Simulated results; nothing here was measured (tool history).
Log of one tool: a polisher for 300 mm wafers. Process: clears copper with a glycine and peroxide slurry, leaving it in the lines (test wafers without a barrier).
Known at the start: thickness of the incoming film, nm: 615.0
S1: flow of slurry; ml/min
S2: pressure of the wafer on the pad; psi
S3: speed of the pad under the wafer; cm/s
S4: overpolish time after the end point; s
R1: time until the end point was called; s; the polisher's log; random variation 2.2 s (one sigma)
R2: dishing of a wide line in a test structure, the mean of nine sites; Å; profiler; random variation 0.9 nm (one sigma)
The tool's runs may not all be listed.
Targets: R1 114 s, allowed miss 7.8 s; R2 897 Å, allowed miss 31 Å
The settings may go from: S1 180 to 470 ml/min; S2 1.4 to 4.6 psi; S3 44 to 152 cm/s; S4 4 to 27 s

run  hour   S1   S2  S3  S4      R1      R2
  1     0  300    3  98  14  120.94  566.51
  2   2.5  370    3  98  14  120.63  579.57
  3   6.2  370  3.4  98  14  109.64  623.24
  4  11.4  370  3.4  98  18  113.02  753.69
  5    13  340  3.4  98  18  111.56  764.44
  6  21.4  270  3.4  98  18  113.68  758.84
  7    24  270  3.5  98  20  110.05  822.64
  8  32.5  270  3.4  98  21  116.98   831.2

Which of these 5 next moves meets every target?
  A    41  245  3.5  110  18   ?   ?
  B    41  290  3.2  104  18   ?   ?
  C    41  215  3.5   90  22   ?   ?
  D    41  265  3.5  116  18   ?   ?
  E    41  310  3.8   90  22   ?   ?

move      R1      R2
   A  102.11  804.05
   B  111.55  749.11
   C  122.09  821.87
   D  96.915  834.74
   E  111.81   881.5
A: further off than the last run
B: further off than the last run
C: further off than the last run
D: as far off as the last run
E: meets every target
Answer: E
